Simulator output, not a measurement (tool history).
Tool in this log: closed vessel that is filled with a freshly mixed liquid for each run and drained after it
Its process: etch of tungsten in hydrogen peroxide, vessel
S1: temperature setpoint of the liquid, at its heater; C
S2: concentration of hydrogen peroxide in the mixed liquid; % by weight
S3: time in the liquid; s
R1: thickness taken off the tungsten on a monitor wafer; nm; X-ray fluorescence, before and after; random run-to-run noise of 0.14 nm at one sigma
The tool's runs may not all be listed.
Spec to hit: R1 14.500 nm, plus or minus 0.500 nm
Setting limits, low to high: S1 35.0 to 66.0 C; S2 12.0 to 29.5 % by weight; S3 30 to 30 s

| run | day | S1 | S2 | S3 | R1 |
|---|---|---|---|---|---|
| 1 | 0.000 | 51.0 | 20.0 | 30 | 27.720 |
| 2 | 0.058 | 51.0 | 21.5 | 30 | 27.868 |
| 3 | 0.417 | 51.0 | 25.0 | 30 | 30.525 |
| 4 | 0.738 | 48.0 | 25.0 | 30 | 25.244 |
| 5 | 1.117 | 48.0 | 22.5 | 30 | 24.081 |
| 6 | 1.396 | 48.0 | 20.0 | 30 | 22.937 |
| 7 | 1.529 | 46.0 | 20.0 | 30 | 19.904 |
| 8 | 1.629 | 45.0 | 20.0 | 30 | 18.833 |

Which of these 4 next moves meets every target?
| A | 1.729 | 40.0 | 23.5 | 30 | ? |
| B | 1.729 | 39.5 | 21.5 | 30 | ? |
| C | 1.729 | 38.5 | 23.0 | 30 | ? |
| D | 1.729 | 40.5 | 19.0 | 30 | ? |

| move | R1 |
|---|---|
| A | 14.777 |
| B | 13.681 |
| C | 13.253 |
| D | 13.726 |
A: meets every target
B: carries the result that was furthest off beyond its target, to the other side
C: carries the result that was furthest off beyond its target, to the other side
D: carries the result that was furthest off beyond its target, to the other side
Answer: A
